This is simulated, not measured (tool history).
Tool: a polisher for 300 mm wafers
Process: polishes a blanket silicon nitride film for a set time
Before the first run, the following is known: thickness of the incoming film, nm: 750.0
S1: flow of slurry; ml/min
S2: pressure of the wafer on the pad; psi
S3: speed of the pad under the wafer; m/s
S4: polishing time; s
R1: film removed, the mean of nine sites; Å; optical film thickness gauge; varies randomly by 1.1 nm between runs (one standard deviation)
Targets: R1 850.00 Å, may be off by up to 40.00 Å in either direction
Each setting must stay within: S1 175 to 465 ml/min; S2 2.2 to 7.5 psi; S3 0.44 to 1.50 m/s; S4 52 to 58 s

| run | day | S1 | S2 | S3 | S4 | R1 |
|---|---|---|---|---|---|---|
| 1 | 0.000 | 295 | 4.8 | 0.96 | 58 | 1140.60 |
| 2 | 0.262 | 220 | 4.8 | 0.96 | 58 | 1066.50 |
| 3 | 0.288 | 220 | 4.6 | 0.96 | 58 | 1026.10 |
| 4 | 0.521 | 220 | 4.6 | 0.96 | 52 | 915.52 |
|  | 0.829 | slurry nozzle cleaned |
| 5 | 0.829 | 215 | 4.6 | 0.96 | 52 | 988.82 |
| 6 | 0.992 | 215 | 4.6 | 0.96 | 52 | 1009.60 |
| 7 | 1.362 | 215 | 4.5 | 0.96 | 52 | 965.59 |
| 8 | 1.425 | 215 | 4.4 | 0.96 | 52 | 960.61 |
| 9 | 1.471 | 215 | 3.7 | 0.94 | 52 | 789.51 |

Consider the 5 candidate settings below. Which is the only one whose results all fall within their allowed miss of target?
| A | 1.517 | 200 | 3.8 | 0.86 | 52 | ? |
| B | 1.517 | 185 | 4.1 | 0.90 | 53 | ? |
| C | 1.517 | 245 | 3.3 | 0.96 | 52 | ? |
| D | 1.517 | 200 | 3.3 | 1.02 | 52 | ? |
| E | 1.517 | 235 | 3.4 | 0.96 | 53 | ? |

| move | R1 |
|---|---|
| A | 761.14 |
| B | 847.17 |
| C | 732.23 |
| D | 739.20 |
| E | 763.87 |
A: further off than the last run
B: hits every target within its allowed miss
C: further off than the last run
D: further off than the last run
E: further off than the last run
Answer: B
